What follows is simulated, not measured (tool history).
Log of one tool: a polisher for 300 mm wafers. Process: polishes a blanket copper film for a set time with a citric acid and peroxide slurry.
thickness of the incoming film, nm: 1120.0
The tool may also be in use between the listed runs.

run,hour,flow of slurry (ml/min),pressure of the wafer on the pad (psi),speed of the pad under the wafer (cm/s),abrasive content of the slurry,polishing time (s),film removed (nm)
1,0,285,2.8,106,1,62,142.55
2,5,285,2.8,128,1,62,180.58
3,9.1,355,2.8,128,1,62,179.93
4,14.7,355,2.5,126,1,62,155.52
5,23.5,355,2.5,126,1,56,141.09
6,26.2,355,2.3,126,1,56,131.23
7,30.5,355,2.2,126,1,56,129.39
8,33.2,355,2.1,126,1,56,121

Run 9 comes next. What will it give?
9,37.2,355,2,126,1,56,?

film removed (nm): 116.7
